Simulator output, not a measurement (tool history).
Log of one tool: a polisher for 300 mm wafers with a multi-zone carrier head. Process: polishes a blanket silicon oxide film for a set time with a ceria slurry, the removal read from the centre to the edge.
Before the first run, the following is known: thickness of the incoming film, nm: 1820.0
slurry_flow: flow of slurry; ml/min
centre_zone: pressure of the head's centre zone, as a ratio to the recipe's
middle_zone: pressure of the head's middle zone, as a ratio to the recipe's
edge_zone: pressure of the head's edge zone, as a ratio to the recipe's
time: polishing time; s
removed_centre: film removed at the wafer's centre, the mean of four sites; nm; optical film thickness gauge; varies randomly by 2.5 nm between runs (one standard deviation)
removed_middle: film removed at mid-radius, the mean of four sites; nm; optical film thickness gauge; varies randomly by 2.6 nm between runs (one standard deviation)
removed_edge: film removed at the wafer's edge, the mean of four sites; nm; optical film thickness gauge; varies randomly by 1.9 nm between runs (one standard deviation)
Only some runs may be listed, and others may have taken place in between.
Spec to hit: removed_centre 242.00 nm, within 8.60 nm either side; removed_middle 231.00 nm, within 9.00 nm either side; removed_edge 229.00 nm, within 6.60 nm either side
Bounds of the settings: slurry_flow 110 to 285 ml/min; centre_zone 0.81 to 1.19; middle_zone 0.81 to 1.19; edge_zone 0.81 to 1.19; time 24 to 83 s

| run | day | slurry_flow | centre_zone | middle_zone | edge_zone | time | removed_centre | removed_middle | removed_edge |
|---|---|---|---|---|---|---|---|---|---|
| 1 | 0.000 | 180 | 1.00 | 1.00 | 1.00 | 53 | 281.20 | 269.58 | 268.01 |
| 2 | 0.233 | 180 | 1.00 | 1.00 | 1.04 | 53 | 278.98 | 271.51 | 265.46 |
| 3 | 0.300 | 175 | 1.00 | 1.00 | 1.04 | 52 | 268.90 | 267.58 | 265.86 |
| 4 | 0.346 | 175 | 0.99 | 1.00 | 1.01 | 51 | 263.29 | 263.23 | 252.33 |
|  | 0.571 | edge zone pressure recalibrated |
| 5 | 0.571 | 175 | 0.99 | 1.00 | 1.01 | 38 | 194.44 | 194.64 | 199.99 |
| 6 | 0.758 | 175 | 0.99 | 1.07 | 1.01 | 38 | 197.53 | 207.01 | 197.88 |
| 7 | 1.033 | 190 | 1.01 | 1.07 | 1.04 | 39 | 209.07 | 215.11 | 206.86 |
| 8 | 1.321 | 200 | 1.02 | 1.07 | 1.06 | 39 | 215.41 | 212.56 | 208.17 |
| 9 | 1.354 | 205 | 1.02 | 1.07 | 1.08 | 40 | 219.06 | 224.33 | 217.98 |
| 10 | 1.583 | 215 | 1.03 | 1.07 | 1.08 | 40 | 221.83 | 225.34 | 218.95 |

Of the 4 settings listed for the next run, only one would bring every result within its allowed miss of target. Which one?
| A | 1.812 | 230 | 1.02 | 1.00 | 1.12 | 43 | ? | ? | ? |
| B | 1.812 | 220 | 1.19 | 0.98 | 1.06 | 40 | ? | ? | ? |
| C | 1.812 | 280 | 1.07 | 1.05 | 1.12 | 40 | ? | ? | ? |
| D | 1.812 | 235 | 1.02 | 1.08 | 1.15 | 40 | ? | ? | ? |

| move | removed_centre | removed_middle | removed_edge |
|---|---|---|---|
| A | 243.36 | 228.02 | 246.10 |
| B | 262.30 | 207.11 | 221.73 |
| C | 243.79 | 226.24 | 232.85 |
| D | 227.21 | 227.07 | 232.30 |
A: brings the last run's worst result on target, with another outside its allowed miss
B: the result that was furthest off in the last run now lies on the other side of its target
C: in spec on every target
D: gains on the last run, yet a result remains outside its allowed miss
The move that meets every target is C.
